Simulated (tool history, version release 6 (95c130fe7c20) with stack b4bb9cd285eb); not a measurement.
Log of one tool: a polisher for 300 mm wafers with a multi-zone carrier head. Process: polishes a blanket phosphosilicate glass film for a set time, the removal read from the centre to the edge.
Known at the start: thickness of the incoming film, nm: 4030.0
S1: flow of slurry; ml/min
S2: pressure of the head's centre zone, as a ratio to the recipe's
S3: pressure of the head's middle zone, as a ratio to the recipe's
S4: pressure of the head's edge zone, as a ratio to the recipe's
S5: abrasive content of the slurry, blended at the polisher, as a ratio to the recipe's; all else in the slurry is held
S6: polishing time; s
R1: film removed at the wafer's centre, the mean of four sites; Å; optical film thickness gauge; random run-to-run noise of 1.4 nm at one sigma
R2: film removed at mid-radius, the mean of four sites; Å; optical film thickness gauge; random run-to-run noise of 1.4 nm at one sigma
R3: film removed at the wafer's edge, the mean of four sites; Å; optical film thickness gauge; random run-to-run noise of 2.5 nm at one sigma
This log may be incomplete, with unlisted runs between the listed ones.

run	hour	S1	S2	S3	S4	S5	S6	R1	R2	R3
1	0	275	1	1	1	1	68	4755.3	4697.2	4807.5
2	6.2	275	1	1.04	1	1	68	4719.3	4885.6	4755
3	7.1	275	1	0.96	1	1	68	4674	4547.8	4853
4	15	275	1	0.96	1	0.85	68	4461.7	4231.7	4512
5	23.1	250	0.98	0.93	0.96	0.75	59	3598.7	3400.5	3628.4
6	29.3	240	0.96	0.9	0.94	0.7	52	3052.8	2837.2	3161.8
7	30.1	235	0.95	0.89	0.91	0.65	47	2682.7	2451.1	2703.7
8	31.3	235	0.93	0.88	0.89	0.6	45	2431.6	2312.3	2480.5
9	35.4	225	0.92	0.86	0.88	0.6	43	2260.9	2157.2	2343.1
10	42.1	225	0.92	0.86	0.88	0.6	43	2293.3	2159	2361.8
11	43.2	215	0.92	0.85	0.87	0.6	42	2215.3	2079.4	2307.7
12	46.9	210	0.92	0.84	0.86	0.6	41	2169.8	1997.6	2257.4
13	48.4	210	0.92	0.83	0.85	0.6	41	2147.5	1963.7	2237.7
14	54.1	210	0.92	0.83	0.84	0.6	41	2159.2	1993.8	2214.9

Expected results for the next run?
15	59.3	210	0.92	0.83	0.84	0.6	41	?	?	?

Run 15 gave R1 2136.3 Å, R2 1947.6 Å, R3 2189 Å.
